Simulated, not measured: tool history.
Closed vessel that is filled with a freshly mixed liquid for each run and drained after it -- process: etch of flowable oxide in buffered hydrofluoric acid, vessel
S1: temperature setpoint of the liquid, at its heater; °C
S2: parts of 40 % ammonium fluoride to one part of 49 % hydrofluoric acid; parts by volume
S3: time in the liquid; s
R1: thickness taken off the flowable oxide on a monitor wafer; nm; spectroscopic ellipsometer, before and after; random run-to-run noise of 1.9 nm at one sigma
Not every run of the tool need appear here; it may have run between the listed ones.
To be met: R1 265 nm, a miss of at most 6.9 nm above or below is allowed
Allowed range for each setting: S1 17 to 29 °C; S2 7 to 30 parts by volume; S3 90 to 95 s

{"run": 1, "hour": 0.0, "S1": 21, "S2": 20, "S3": 90, "R1": 133.96}
{"run": 2, "hour": 2.7, "S1": 23.5, "S2": 18, "S3": 90, "R1": 172.86}
{"run": 3, "hour": 11.5, "S1": 25.5, "S2": 17.5, "S3": 90, "R1": 198.69}
{"run": 4, "hour": 18.8, "S1": 25.5, "S2": 17.5, "S3": 90, "R1": 195.78}
{"run": 5, "hour": 21.1, "S1": 26.5, "S2": 16.5, "S3": 90, "R1": 222.07}
{"run": 6, "hour": 23.1, "S1": 25, "S2": 16.5, "S3": 90, "R1": 207.1}
{"run": 7, "hour": 26.1, "S1": 26.5, "S2": 16.5, "S3": 90, "R1": 220.17}
{"run": 8, "hour": 31.4, "S1": 27.5, "S2": 16, "S3": 90, "R1": 239.25}
{"run": 9, "hour": 33.0, "S1": 28, "S2": 16, "S3": 90, "R1": 247.87}

Below are 4 possible settings for the next run. Only one of them brings all results inside the allowed miss of their targets. Which is it?
{"run": "A", "hour": 34.6, "S1": 27.5, "S2": 16.5, "S3": 90, "R1": "?"}
{"run": "B", "hour": 34.6, "S1": 26.5, "S2": 15.5, "S3": 95, "R1": "?"}
{"run": "C", "hour": 34.6, "S1": 29, "S2": 16.5, "S3": 95, "R1": "?"}
{"run": "D", "hour": 34.6, "S1": 28.5, "S2": 16.5, "S3": 90, "R1": "?"}

move=A R1=232.41
move=B R1=247.24
move=C R1=265.7
move=D R1=245.13
A: lands further from the targets than the last run did
B: no nearer and no further than the last run
C: all results in spec
D: lands further from the targets than the last run did
Move C is the one to make.
